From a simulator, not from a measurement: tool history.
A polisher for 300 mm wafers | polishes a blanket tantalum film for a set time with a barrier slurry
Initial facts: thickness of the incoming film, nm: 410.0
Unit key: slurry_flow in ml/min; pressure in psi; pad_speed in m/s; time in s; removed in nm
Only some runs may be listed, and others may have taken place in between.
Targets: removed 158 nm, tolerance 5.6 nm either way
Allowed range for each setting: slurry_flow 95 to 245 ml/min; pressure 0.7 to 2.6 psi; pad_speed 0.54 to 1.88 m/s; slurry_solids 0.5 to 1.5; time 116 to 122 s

run	hour	slurry_flow	pressure	pad_speed	slurry_solids	time	removed
1	0	155	1.6	1.2	1	116	208.97
2	5.8	150	1.5	1.2	1	116	194.61
3	8.7	150	1.5	1.2	1	116	193.69
4	14.7	150	1.7	1.2	1	116	220.29
5	19	150	1.7	1.2	1	116	223.08
6	23.1	150	1.7	1.2	1.15	116	230.49
7	27.7	145	1.6	1.2	1.15	116	218.34
8	34.7	145	1.5	1.2	1.15	116	203.02

Of the 5 settings listed for the next run, only one would bring every result within its allowed miss of target. Which one?
A	41.7	175	1.4	0.8	1.05	116	?
B	41.7	120	1.2	0.98	1.15	116	?
C	41.7	120	1.2	1.08	1.1	116	?
D	41.7	170	1.5	1.3	1.05	119	?
E	41.7	145	1.2	1.18	1.1	116	?

move	removed
A	148.42
B	141.5
C	148.33
D	220.08
E	161.32
A: carries the result that was furthest off beyond its target, to the other side
B: carries the result that was furthest off beyond its target, to the other side
C: carries the result that was furthest off beyond its target, to the other side
D: lands further from the targets than the last run did
E: all results in spec
Go with E: it meets all targets.
